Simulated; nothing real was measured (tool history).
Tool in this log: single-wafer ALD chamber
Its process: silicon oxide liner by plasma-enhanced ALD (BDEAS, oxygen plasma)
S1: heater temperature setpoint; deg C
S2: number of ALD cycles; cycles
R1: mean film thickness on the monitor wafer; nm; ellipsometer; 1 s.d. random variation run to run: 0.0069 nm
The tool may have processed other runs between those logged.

Run 1, hour 0.0: S1 325 deg C, S2 29 cycles. Result: R1 2.1489 nm.
Run 2, hour 8.9: S1 325 deg C, S2 32 cycles. Result: R1 2.3847 nm.
Run 3, hour 14.9: S1 325 deg C, S2 35 cycles. Result: R1 2.5980 nm.
Run 4, hour 23.4: S1 333 deg C, S2 35 cycles. Result: R1 2.5705 nm.
Run 5, hour 26.3: S1 323 deg C, S2 35 cycles. Result: R1 2.6386 nm.
Run 6, hour 29.0: S1 324 deg C, S2 33 cycles. Result: R1 2.4624 nm.
Run 7, hour 36.3: S1 325 deg C, S2 31 cycles. Result: R1 2.3084 nm.
Run 8, hour 43.0: S1 326 deg C, S2 30 cycles. Result: R1 2.2391 nm.
Run 9, hour 51.4: S1 327 deg C, S2 29 cycles. Result: R1 2.1557 nm.

Run 10, settings as shown, results not yet in. Your forecast:
Run 10, hour 56.2: S1 328 deg C, S2 28 cycles. Result: R1 ?.

{"run 10": {"R1": 2.0814}}

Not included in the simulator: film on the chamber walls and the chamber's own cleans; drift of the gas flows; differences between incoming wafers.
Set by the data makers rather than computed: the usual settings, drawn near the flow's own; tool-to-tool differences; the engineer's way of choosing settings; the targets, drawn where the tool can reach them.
